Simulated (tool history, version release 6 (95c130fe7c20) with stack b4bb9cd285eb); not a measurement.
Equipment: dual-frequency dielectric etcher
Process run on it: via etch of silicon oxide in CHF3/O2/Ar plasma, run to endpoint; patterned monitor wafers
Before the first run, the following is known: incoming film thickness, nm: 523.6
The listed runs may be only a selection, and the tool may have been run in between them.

| run | hour | source power (kW) | bias power (kW) | endpoint time (s) |
|---|---|---|---|---|
| 1 | 0.0 | 0.870 | 0.145 | 239.93 |
| 2 | 4.8 | 0.790 | 0.140 | 252.10 |
| 3 | 11.7 | 0.680 | 0.140 | 271.32 |
| 4 | 18.5 | 0.830 | 0.140 | 247.38 |
| 5 | 27.5 | 0.760 | 0.139 | 256.00 |
| 6 | 28.2 | 0.760 | 0.120 | 267.31 |
| 7 | 36.0 | 0.730 | 0.120 | 269.44 |

Expected results for the next run?
| 8 | 39.7 | 0.730 | 0.120 | ? |

Run 8 measured endpoint time (s) 271.55.
